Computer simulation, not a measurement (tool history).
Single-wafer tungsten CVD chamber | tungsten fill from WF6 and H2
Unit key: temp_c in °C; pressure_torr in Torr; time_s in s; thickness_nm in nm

run  hour  temp_c  pressure_torr  time_s  thickness_nm
  1   0.0     385           43.3    28.4        79.782
  2   8.4     385           43.3    27.1        76.077
  3  17.3     385           35.6    27.1        70.445
  4  22.1     385           35.6    27.1        71.038
  5  30.7     384           35.6    27.1        69.386
     33.7  -- thermocouple changed; heater temperature recalibrated
  6  33.7     382           35.6    27.1        61.393

Forecast run 7:
  7  35.2     383           35.6    27.1             ?

Logged for run 7: thickness_nm 62.438 nm.
